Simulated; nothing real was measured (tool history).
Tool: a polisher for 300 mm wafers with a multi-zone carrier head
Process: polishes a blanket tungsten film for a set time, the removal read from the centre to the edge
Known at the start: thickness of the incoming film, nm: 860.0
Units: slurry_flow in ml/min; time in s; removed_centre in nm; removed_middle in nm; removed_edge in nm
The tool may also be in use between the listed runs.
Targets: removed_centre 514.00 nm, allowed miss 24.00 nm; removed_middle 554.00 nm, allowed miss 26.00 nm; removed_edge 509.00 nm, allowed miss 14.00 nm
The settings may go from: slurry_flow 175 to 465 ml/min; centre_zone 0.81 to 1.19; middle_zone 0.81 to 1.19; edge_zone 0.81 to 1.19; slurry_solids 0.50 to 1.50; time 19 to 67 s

Run 1, hour 0.0: slurry_flow 295 ml/min, centre_zone 1.00, middle_zone 1.00, edge_zone 1.00, slurry_solids 1.00, time 43 s. Result: removed_centre 350.37 nm, removed_middle 349.85 nm, removed_edge 362.31 nm.
Run 2, hour 7.3: slurry_flow 360 ml/min, centre_zone 1.00, middle_zone 1.00, edge_zone 1.00, slurry_solids 1.00, time 43 s. Result: removed_centre 361.85 nm, removed_middle 359.57 nm, removed_edge 365.08 nm.
Run 3, hour 11.6: slurry_flow 365 ml/min, centre_zone 1.01, middle_zone 1.04, edge_zone 1.02, slurry_solids 1.15, time 45 s. Result: removed_centre 398.88 nm, removed_middle 391.73 nm, removed_edge 399.36 nm.
Run 4, hour 12.8: slurry_flow 365 ml/min, centre_zone 0.93, middle_zone 1.04, edge_zone 1.02, slurry_solids 1.15, time 45 s. Result: removed_centre 377.29 nm, removed_middle 401.71 nm, removed_edge 399.60 nm.
Run 5, hour 21.4: slurry_flow 410 ml/min, centre_zone 0.93, middle_zone 1.04, edge_zone 1.02, slurry_solids 1.15, time 45 s. Result: removed_centre 375.76 nm, removed_middle 394.22 nm, removed_edge 402.38 nm.
Run 6, hour 27.0: slurry_flow 410 ml/min, centre_zone 0.93, middle_zone 0.97, edge_zone 1.02, slurry_solids 1.15, time 45 s. Result: removed_centre 374.21 nm, removed_middle 379.40 nm, removed_edge 396.47 nm.
Run 7, hour 31.1: slurry_flow 410 ml/min, centre_zone 0.93, middle_zone 1.01, edge_zone 1.00, slurry_solids 1.25, time 47 s. Result: removed_centre 405.51 nm, removed_middle 425.13 nm, removed_edge 422.03 nm.
Run 8, hour 32.7: slurry_flow 420 ml/min, centre_zone 1.01, middle_zone 1.11, edge_zone 1.09, slurry_solids 1.50, time 51 s. Result: removed_centre 491.02 nm, removed_middle 518.32 nm, removed_edge 497.57 nm.
Run 9, hour 36.4: slurry_flow 420 ml/min, centre_zone 1.02, middle_zone 1.12, edge_zone 1.09, slurry_solids 1.50, time 51 s. Result: removed_centre 501.46 nm, removed_middle 516.29 nm, removed_edge 497.45 nm.
Run 10, hour 38.6: slurry_flow 420 ml/min, centre_zone 1.02, middle_zone 1.13, edge_zone 1.09, slurry_solids 1.50, time 51 s. Result: removed_centre 480.84 nm, removed_middle 517.80 nm, removed_edge 502.19 nm.
Run 11, hour 42.4: slurry_flow 425 ml/min, centre_zone 1.03, middle_zone 1.14, edge_zone 1.07, slurry_solids 1.50, time 51 s. Result: removed_centre 501.96 nm, removed_middle 509.04 nm, removed_edge 498.78 nm.
Run 12, hour 48.8: slurry_flow 395 ml/min, centre_zone 1.04, middle_zone 1.15, edge_zone 1.08, slurry_solids 1.50, time 51 s. Result: removed_centre 509.55 nm, removed_middle 515.75 nm, removed_edge 497.84 nm.

Which of these 4 next moves meets every target?
Run A, hour 55.2: slurry_flow 380 ml/min, centre_zone 1.11, middle_zone 1.18, edge_zone 1.07, slurry_solids 1.50, time 49 s. Result: removed_centre ?, removed_middle ?, removed_edge ?.
Run B, hour 55.2: slurry_flow 410 ml/min, centre_zone 1.00, middle_zone 1.14, edge_zone 1.05, slurry_solids 1.45, time 50 s. Result: removed_centre ?, removed_middle ?, removed_edge ?.
Run C, hour 55.2: slurry_flow 465 ml/min, centre_zone 1.01, middle_zone 1.19, edge_zone 1.02, slurry_solids 1.40, time 51 s. Result: removed_centre ?, removed_middle ?, removed_edge ?.
Run D, hour 55.2: slurry_flow 380 ml/min, centre_zone 1.01, middle_zone 1.19, edge_zone 1.04, slurry_solids 1.50, time 53 s. Result: removed_centre ?, removed_middle ?, removed_edge ?.

move  removed_centre  removed_middle  removed_edge
   A          499.55          511.94        472.96
   B          457.53          507.71        476.24
   C          471.54          534.42        477.43
   D          491.35          557.59        504.35
A: further off than the last run
B: further off than the last run
C: brings the result that was furthest off to its target, and leaves another outside
D: meets every target
Answer: D
